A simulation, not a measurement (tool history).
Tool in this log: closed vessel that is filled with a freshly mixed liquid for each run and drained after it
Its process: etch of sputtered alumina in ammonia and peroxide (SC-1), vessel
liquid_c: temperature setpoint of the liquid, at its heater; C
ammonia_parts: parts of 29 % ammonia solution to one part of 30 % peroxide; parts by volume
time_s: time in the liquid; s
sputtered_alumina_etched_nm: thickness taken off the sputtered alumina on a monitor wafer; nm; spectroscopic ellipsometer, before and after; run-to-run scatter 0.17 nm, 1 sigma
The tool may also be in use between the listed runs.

{"run": 1, "hour": 0.0, "liquid_c": 55.0, "ammonia_parts": 0.45, "time_s": 215, "sputtered_alumina_etched_nm": 22.736}
{"run": 2, "hour": 8.3, "liquid_c": 56.0, "ammonia_parts": 0.45, "time_s": 215, "sputtered_alumina_etched_nm": 24.028}
{"run": 3, "hour": 11.7, "liquid_c": 56.0, "ammonia_parts": 0.35, "time_s": 215, "sputtered_alumina_etched_nm": 23.384}
{"run": 4, "hour": 15.8, "liquid_c": 57.0, "ammonia_parts": 0.35, "time_s": 215, "sputtered_alumina_etched_nm": 24.718}
{"run": 5, "hour": 17.1, "liquid_c": 57.0, "ammonia_parts": 0.35, "time_s": 215, "sputtered_alumina_etched_nm": 24.707}
{"run": 6, "hour": 21.1, "liquid_c": 58.0, "ammonia_parts": 0.35, "time_s": 215, "sputtered_alumina_etched_nm": 26.021}
{"run": 7, "hour": 24.2, "liquid_c": 58.0, "ammonia_parts": 0.35, "time_s": 215, "sputtered_alumina_etched_nm": 25.923}

Run 8 has not been measured yet. What should we expect?
{"run": 8, "hour": 28.7, "liquid_c": 58.5, "ammonia_parts": 0.35, "time_s": 215, "sputtered_alumina_etched_nm": "?"}

{"run 8": {"sputtered_alumina_etched_nm": 26.582}}
